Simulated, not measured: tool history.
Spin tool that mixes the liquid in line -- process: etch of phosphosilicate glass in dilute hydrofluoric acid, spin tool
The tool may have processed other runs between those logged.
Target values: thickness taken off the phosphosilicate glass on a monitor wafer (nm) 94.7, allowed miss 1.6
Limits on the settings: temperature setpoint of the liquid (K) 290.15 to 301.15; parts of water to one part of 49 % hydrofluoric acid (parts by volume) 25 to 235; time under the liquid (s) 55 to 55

run,hour,temperature setpoint of the liquid (K),parts of water to one part of 49 % hydrofluoric acid (parts by volume),time under the liquid (s),thickness taken off the phosphosilicate glass on a monitor wafer (nm)
1,0,293.15,130,55,51.715
2,1.4,293.15,90,55,77.333
3,6.7,290.65,90,55,68.919
4,7.9,292.65,90,55,76.379
5,12.3,292.65,90,55,75.517
6,20.4,294.15,90,55,80.856
7,21.9,295.15,90,55,83.249
8,28.4,296.15,90,55,87.588
9,33.6,296.65,90,55,88.39
# hour 36.4: thermometer replaced
10,36.4,297.15,90,55,98.54
11,39.5,296.65,90,55,96.68

4 candidate next runs follow, results not yet known. Just one meets every target within its allowed miss. Identify it.
A,42.6,297.65,95,55,?
B,42.6,298.65,95,55,?
C,42.6,294.15,80,55,?
D,42.6,297.15,90,55,?

move,thickness taken off the phosphosilicate glass on a monitor wafer (nm)
A,95.014
B,98.833
C,99.746
D,98.936
A: each result inside its tolerance
B: further off than the last run
C: further off than the last run
D: further off than the last run
A is the move that brings every result within its allowed miss.

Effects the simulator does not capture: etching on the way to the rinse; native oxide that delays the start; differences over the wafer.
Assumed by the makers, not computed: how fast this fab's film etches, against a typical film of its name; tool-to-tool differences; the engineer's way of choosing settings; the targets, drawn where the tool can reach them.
